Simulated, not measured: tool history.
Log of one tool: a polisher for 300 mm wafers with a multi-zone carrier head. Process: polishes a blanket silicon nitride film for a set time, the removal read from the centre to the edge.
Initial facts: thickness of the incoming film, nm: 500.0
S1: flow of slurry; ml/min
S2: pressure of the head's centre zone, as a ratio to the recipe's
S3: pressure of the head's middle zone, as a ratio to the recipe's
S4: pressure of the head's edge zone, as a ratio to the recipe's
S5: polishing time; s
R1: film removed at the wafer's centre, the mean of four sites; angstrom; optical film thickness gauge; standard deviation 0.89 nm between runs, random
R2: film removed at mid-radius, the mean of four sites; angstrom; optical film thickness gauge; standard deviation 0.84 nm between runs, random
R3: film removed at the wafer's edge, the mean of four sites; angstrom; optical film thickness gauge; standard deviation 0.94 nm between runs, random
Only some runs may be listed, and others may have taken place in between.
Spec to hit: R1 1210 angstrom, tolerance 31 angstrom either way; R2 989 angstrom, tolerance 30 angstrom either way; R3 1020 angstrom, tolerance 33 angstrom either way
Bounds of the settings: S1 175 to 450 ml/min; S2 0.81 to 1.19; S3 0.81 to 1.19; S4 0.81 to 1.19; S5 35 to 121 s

run	day	S1	S2	S3	S4	S5	R1	R2	R3
1	0	290	1	1	1	78	1421.4	1464.1	1404.6
2	0.208	290	1	0.94	1	78	1405.6	1387.7	1430.4
3	0.383	345	1	0.94	1	78	1456.2	1397.2	1411.1
4	0.546	345	1	0.94	1	60	1128.7	1086.6	1082.9
5	0.621	365	1.02	0.92	0.98	60	1152	1058.6	1083.9
6	0.754	380	1.04	0.91	0.96	60	1175.4	1049.7	1085.8
7	0.954	395	1.06	0.91	0.94	59	1172.9	1040.2	1066.5
8	1.092	405	1.08	0.91	0.92	58	1181.5	1029.4	1036.8

Next run, 5 choices. One meets every target within its allowed miss, the rest don't. Which?
A	1.229	420	0.98	0.91	0.87	62	?	?	?
B	1.229	380	1.09	0.97	0.9	58	?	?	?
C	1.229	450	1.12	0.95	0.92	59	?	?	?
D	1.229	450	1.12	0.89	0.93	56	?	?	?
E	1.229	410	1.08	0.86	0.81	62	?	?	?

move	R1	R2	R3
A	1147.9	1085	1105
B	1185.8	1061.8	1040.7
C	1256.6	1074.5	1078.9
D	1192.2	965.92	1029.4
E	1263.1	1033.1	1073.8
A: lands further from the targets than the last run did
B: lands further from the targets than the last run did
C: lands further from the targets than the last run did
D: all results in spec
E: lands further from the targets than the last run did
The move that meets every target is D.

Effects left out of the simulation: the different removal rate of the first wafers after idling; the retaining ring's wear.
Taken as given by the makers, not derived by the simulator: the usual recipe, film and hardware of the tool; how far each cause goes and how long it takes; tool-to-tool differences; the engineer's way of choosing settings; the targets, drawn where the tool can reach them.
